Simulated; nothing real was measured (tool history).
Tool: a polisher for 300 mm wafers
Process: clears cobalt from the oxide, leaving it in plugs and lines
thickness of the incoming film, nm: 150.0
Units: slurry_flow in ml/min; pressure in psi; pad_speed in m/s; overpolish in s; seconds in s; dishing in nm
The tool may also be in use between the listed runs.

run	day	slurry_flow	pressure	pad_speed	overpolish	seconds	dishing
1	0	230	1.2	0.82	10	60.149	20.153
2	0.362	230	1	0.82	10	68.651	18.286
3	0.683	225	1.1	0.82	11	64.008	20.738
4	0.925	225	1.1	0.96	11	55.39	23.53
5	1.229	225	0.8	0.96	11	67.69	20.501
6	1.292	225	0.7	0.96	11	72.453	19.02
7	1.317	220	0.8	0.96	12	67.411	21.705

Forecast run 8:
# day 1.512: worn pad replaced by a new one
8	1.512	220	0.9	0.96	13	?	?

seconds: 58.424 s
dishing: 25.333 nm
